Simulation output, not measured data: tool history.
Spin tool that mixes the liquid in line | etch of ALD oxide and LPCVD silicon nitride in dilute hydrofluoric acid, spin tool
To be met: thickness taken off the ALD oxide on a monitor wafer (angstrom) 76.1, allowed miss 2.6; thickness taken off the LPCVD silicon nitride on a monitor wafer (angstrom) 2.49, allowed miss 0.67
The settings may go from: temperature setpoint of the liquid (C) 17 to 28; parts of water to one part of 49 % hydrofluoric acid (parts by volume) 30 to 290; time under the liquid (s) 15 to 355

| run | hour | temperature setpoint of the liquid (C) | parts of water to one part of 49 % hydrofluoric acid (parts by volume) | time under the liquid (s) | thickness taken off the ALD oxide on a monitor wafer (angstrom) | thickness taken off the LPCVD silicon nitride on a monitor wafer (angstrom) |
|---|---|---|---|---|---|---|
| 1 | 0 | 20 | 160 | 180 | 138.94 | 4.0761 |
| 2 | 8.4 | 23 | 160 | 180 | 156.32 | 5.1101 |
| 3 | 14.6 | 23 | 160 | 145 | 126.95 | 4.2594 |
| 4 | 20.3 | 22 | 170 | 145 | 113.88 | 3.5483 |
| 5 | 21.1 | 21.5 | 180 | 145 | 103.97 | 3.6536 |
| 6 | 27 | 21.5 | 180 | 175 | 124.13 | 4.5101 |
| 7 | 33.9 | 20.5 | 185 | 170 | 115.05 | 3.5234 |
| 8 | 34.7 | 20.5 | 200 | 170 | 103.49 | 3.1731 |
| 9 | 37.5 | 20.5 | 210 | 170 | 98.271 | 2.8606 |

5 next moves are on the table. One of them brings every result within its allowed miss. Which?
| A | 40.3 | 23 | 235 | 150 | ? | ? |
| B | 40.3 | 28 | 230 | 100 | ? | ? |
| C | 40.3 | 19 | 290 | 205 | ? | ? |
| D | 40.3 | 20 | 220 | 155 | ? | ? |
| E | 40.3 | 20.5 | 225 | 170 | ? | ? |

| move | thickness taken off the ALD oxide on a monitor wafer (angstrom) | thickness taken off the LPCVD silicon nitride on a monitor wafer (angstrom) |
|---|---|---|
| A | 82.434 | 2.9653 |
| B | 67.443 | 2.7483 |
| C | 74.797 | 2.5598 |
| D | 82.554 | 2.6965 |
| E | 89.796 | 2.9891 |
A: nearer than the last run, and not there yet
B: takes the result that was furthest off past its target
C: meets every target
D: nearer than the last run, and not there yet
E: nearer than the last run, and not there yet
The right move is C.
